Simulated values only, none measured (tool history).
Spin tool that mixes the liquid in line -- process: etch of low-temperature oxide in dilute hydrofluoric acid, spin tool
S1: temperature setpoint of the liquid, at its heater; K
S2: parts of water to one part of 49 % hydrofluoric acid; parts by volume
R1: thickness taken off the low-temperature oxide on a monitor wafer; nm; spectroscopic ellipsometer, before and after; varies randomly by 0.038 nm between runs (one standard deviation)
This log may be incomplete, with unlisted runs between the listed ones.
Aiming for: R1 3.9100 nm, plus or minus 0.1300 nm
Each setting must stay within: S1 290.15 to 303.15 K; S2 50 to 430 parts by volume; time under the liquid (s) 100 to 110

run 1 hour=0.0 | S1=295.15 S2=240 time_under_the_liquid_(s)=100 | R1=6.4464
run 2 hour=7.1 | S1=294.15 S2=250 time_under_the_liquid_(s)=100 | R1=5.9127
run 3 hour=11.2 | S1=295.65 S2=250 time_under_the_liquid_(s)=100 | R1=6.2174
run 4 hour=18.4 | S1=295.65 S2=250 time_under_the_liquid_(s)=100 | R1=6.3075
run 5 hour=25.4 | S1=294.15 S2=250 time_under_the_liquid_(s)=100 | R1=5.9254
run 6 hour=32.0 | S1=293.65 S2=260 time_under_the_liquid_(s)=100 | R1=5.5621
run 7 hour=37.1 | S1=293.15 S2=270 time_under_the_liquid_(s)=100 | R1=5.2730
run 8 hour=42.3 | S1=290.15 S2=320 time_under_the_liquid_(s)=100 | R1=3.7611

4 candidate next runs follow, results not yet known. Just one meets every target within its allowed miss. Identify it.
run A hour=47.5 | S1=290.15 S2=325 time_under_the_liquid_(s)=100 | R1=?
run B hour=47.5 | S1=290.15 S2=345 time_under_the_liquid_(s)=105 | R1=?
run C hour=47.5 | S1=293.15 S2=335 time_under_the_liquid_(s)=100 | R1=?
run D hour=47.5 | S1=290.15 S2=315 time_under_the_liquid_(s)=110 | R1=?

move=A R1=3.6515
move=B R1=3.5535
move=C R1=3.9207
move=D R1=4.1783
A: further off than the last run
B: further off than the last run
C: all results land within tolerance of their targets
D: the result that was furthest off in the last run now lies on the other side of its target
So the answer is move C, the one that meets all the targets.
